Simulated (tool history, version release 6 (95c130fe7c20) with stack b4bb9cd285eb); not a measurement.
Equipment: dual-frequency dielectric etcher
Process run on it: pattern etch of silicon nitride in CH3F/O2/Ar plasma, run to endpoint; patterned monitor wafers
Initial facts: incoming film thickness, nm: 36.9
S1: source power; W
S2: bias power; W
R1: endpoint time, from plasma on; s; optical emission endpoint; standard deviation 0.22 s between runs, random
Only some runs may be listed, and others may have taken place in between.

run    day   S1  S2      R1
  1      0  460  75  49.065
  2  0.054  480  76  47.835
  3  0.308  480  68  50.571
  4  0.429  500  70  48.882
  5  0.588  500  60  52.851
  6   0.65  520  63  51.424

Predict the results of run 7:
  7  0.996  530  66   ?

Run 7 gave R1 49.544 s.

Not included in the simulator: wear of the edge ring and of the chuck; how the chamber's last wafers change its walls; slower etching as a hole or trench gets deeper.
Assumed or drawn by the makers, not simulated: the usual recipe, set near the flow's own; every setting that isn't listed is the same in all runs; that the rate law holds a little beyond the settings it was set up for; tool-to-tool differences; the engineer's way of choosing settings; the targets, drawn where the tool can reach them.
